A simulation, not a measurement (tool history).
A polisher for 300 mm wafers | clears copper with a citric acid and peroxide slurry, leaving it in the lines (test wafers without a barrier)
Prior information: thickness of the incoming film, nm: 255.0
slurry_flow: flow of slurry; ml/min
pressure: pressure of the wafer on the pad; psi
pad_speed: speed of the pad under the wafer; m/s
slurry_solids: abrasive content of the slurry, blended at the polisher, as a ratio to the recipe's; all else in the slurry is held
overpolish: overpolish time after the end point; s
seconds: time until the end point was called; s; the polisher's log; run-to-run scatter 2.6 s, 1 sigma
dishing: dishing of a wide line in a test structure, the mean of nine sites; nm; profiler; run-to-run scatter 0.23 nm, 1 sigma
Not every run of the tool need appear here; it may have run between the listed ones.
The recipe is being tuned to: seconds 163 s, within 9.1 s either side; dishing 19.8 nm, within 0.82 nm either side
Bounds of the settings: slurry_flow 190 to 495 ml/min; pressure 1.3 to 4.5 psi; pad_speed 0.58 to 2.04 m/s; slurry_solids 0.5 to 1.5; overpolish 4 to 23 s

run  hour  slurry_flow  pressure  pad_speed  slurry_solids  overpolish  seconds  dishing
  1     0          320       2.9        1.3              1          12   84.794     27.7
  2   8.8          320       2.9        1.3            0.9          12   84.234   27.226
  3  12.6          320       2.5       1.26            0.9          13   101.39   25.524
  4  18.6          320       2.1       1.26            0.9          13    118.8    21.62
  5  24.3          320       2.1       1.26            0.9          10    117.5   17.092
  6  27.2          325       1.9       1.24            0.9          12   129.82   18.339
  7  30.7          325       1.8       1.24            0.9          13    138.4   18.743
  8  32.7          325       1.7       1.24            0.9          14   147.28    19.18
  9  35.8          325       1.6       1.24            0.9          14   150.63   18.195
 10  43.7          325       1.6       1.24            0.9          15   153.72   19.541
 11  48.3          325       1.4       1.24            0.9          16   174.58   18.235
 12  57.1          325       1.4       1.24            0.9          16   170.02   18.495

Below are 4 possible settings for the next run. Only one of them brings all results inside the allowed miss of their targets. Which is it?
  A  65.9          330       1.6       1.16           0.95          16        ?        ?
  B  65.9          305       1.5       1.06           0.95          16        ?        ?
  C  65.9          345       1.3       1.22            0.9          19        ?        ?
  D  65.9          355       1.4        1.1           0.95          19        ?        ?

move  seconds  dishing
   A   161.64   19.751
   B   185.85   17.361
   C   187.69   20.015
   D    189.2   19.928
A: in spec on every target
B: lands further from the targets than the last run did
C: gets the furthest-off result to its target, but another result is out of tolerance
D: gets the furthest-off result to its target, but another result is out of tolerance
So the answer is move A, the one that meets all the targets.
